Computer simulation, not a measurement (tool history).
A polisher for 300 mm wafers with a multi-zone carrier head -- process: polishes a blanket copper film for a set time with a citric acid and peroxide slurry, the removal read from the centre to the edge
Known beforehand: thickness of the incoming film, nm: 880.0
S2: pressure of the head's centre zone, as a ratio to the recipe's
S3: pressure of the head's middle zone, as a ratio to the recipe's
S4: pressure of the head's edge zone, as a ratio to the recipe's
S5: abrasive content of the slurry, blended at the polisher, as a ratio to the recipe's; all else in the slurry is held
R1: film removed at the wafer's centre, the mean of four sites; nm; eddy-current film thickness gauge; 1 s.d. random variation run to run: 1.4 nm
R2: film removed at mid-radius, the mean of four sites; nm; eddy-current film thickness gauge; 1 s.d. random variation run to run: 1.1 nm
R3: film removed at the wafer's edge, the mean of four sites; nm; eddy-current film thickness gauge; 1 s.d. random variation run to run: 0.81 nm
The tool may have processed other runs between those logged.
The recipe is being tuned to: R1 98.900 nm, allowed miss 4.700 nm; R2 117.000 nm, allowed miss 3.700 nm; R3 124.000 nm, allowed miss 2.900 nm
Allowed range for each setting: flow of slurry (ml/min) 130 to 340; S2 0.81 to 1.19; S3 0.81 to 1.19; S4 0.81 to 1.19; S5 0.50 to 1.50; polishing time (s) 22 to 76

{"run": 1, "hour": 0.0, "flow of slurry (ml/min)": 220, "S2": 1.0, "S3": 1.0, "S4": 1.0, "S5": 1.0, "polishing time (s)": 49, "R1": 87.073, "R2": 86.291, "R3": 85.142}
{"run": 2, "hour": 5.6, "flow of slurry (ml/min)": 225, "S2": 0.95, "S3": 1.01, "S4": 1.06, "S5": 1.15, "polishing time (s)": 52, "R1": 89.63, "R2": 94.203, "R3": 96.286}
{"run": 3, "hour": 9.2, "flow of slurry (ml/min)": 225, "S2": 0.95, "S3": 1.01, "S4": 1.09, "S5": 1.15, "polishing time (s)": 52, "R1": 92.729, "R2": 95.527, "R3": 97.546}
{"run": 4, "hour": 15.5, "flow of slurry (ml/min)": 235, "S2": 0.91, "S3": 1.02, "S4": 1.12, "S5": 1.25, "polishing time (s)": 54, "R1": 92.544, "R2": 102.26, "R3": 104.36}
{"run": 5, "hour": 16.8, "flow of slurry (ml/min)": 200, "S2": 0.91, "S3": 1.02, "S4": 1.12, "S5": 1.25, "polishing time (s)": 54, "R1": 88.583, "R2": 99.143, "R3": 103.59}
{"run": 6, "hour": 24.7, "flow of slurry (ml/min)": 200, "S2": 0.91, "S3": 1.02, "S4": 1.12, "S5": 1.35, "polishing time (s)": 54, "R1": 89.947, "R2": 98.922, "R3": 104.55}
{"run": 7, "hour": 32.1, "flow of slurry (ml/min)": 215, "S2": 0.89, "S3": 1.02, "S4": 1.14, "S5": 1.4, "polishing time (s)": 56, "R1": 94.405, "R2": 107.86, "R3": 111.74}
{"run": 8, "hour": 39.5, "flow of slurry (ml/min)": 225, "S2": 0.87, "S3": 1.01, "S4": 1.16, "S5": 1.45, "polishing time (s)": 57, "R1": 95.486, "R2": 105.97, "R3": 115.82}
{"run": 9, "hour": 47.1, "flow of slurry (ml/min)": 225, "S2": 0.87, "S3": 1.01, "S4": 1.16, "S5": 1.45, "polishing time (s)": 57, "R1": 93.574, "R2": 108.9, "R3": 117.4}
{"run": 10, "hour": 51.1, "flow of slurry (ml/min)": 240, "S2": 0.87, "S3": 1.02, "S4": 1.17, "S5": 1.45, "polishing time (s)": 57, "R1": 96.098, "R2": 108.19, "R3": 116.58}
{"run": 11, "hour": 58.0, "flow of slurry (ml/min)": 240, "S2": 0.86, "S3": 1.03, "S4": 1.18, "S5": 1.45, "polishing time (s)": 58, "R1": 97.323, "R2": 112.79, "R3": 119.93}
{"run": 12, "hour": 59.3, "flow of slurry (ml/min)": 245, "S2": 0.85, "S3": 1.03, "S4": 1.18, "S5": 1.45, "polishing time (s)": 58, "R1": 95.763, "R2": 113.82, "R3": 119.1}

Which one of the following 4 next-run settings gets every result inside its allowed miss? There is exactly one.
{"run": "A", "hour": 60.6, "flow of slurry (ml/min)": 240, "S2": 0.81, "S3": 1.08, "S4": 1.15, "S5": 1.0, "polishing time (s)": 68, "R1": "?", "R2": "?", "R3": "?"}
{"run": "B", "hour": 60.6, "flow of slurry (ml/min)": 230, "S2": 0.84, "S3": 1.14, "S4": 1.17, "S5": 1.5, "polishing time (s)": 60, "R1": "?", "R2": "?", "R3": "?"}
{"run": "C", "hour": 60.6, "flow of slurry (ml/min)": 280, "S2": 0.89, "S3": 1.15, "S4": 1.14, "S5": 1.45, "polishing time (s)": 55, "R1": "?", "R2": "?", "R3": "?"}
{"run": "D", "hour": 60.6, "flow of slurry (ml/min)": 245, "S2": 0.85, "S3": 1.02, "S4": 1.18, "S5": 1.45, "polishing time (s)": 60, "R1": "?", "R2": "?", "R3": "?"}

move=A R1=100.630 R2=126.510 R3=128.180
move=B R1=98.181 R2=123.690 R3=121.770
move=C R1=97.409 R2=116.170 R3=111.470
move=D R1=99.606 R2=114.550 R3=122.490
A: carries the result that was furthest off beyond its target, to the other side
B: gets the furthest-off result to its target, but another result is out of tolerance
C: its largest miss is bigger than the last run's
D: every result lands within tolerance
Correct choice: D, which meets every target

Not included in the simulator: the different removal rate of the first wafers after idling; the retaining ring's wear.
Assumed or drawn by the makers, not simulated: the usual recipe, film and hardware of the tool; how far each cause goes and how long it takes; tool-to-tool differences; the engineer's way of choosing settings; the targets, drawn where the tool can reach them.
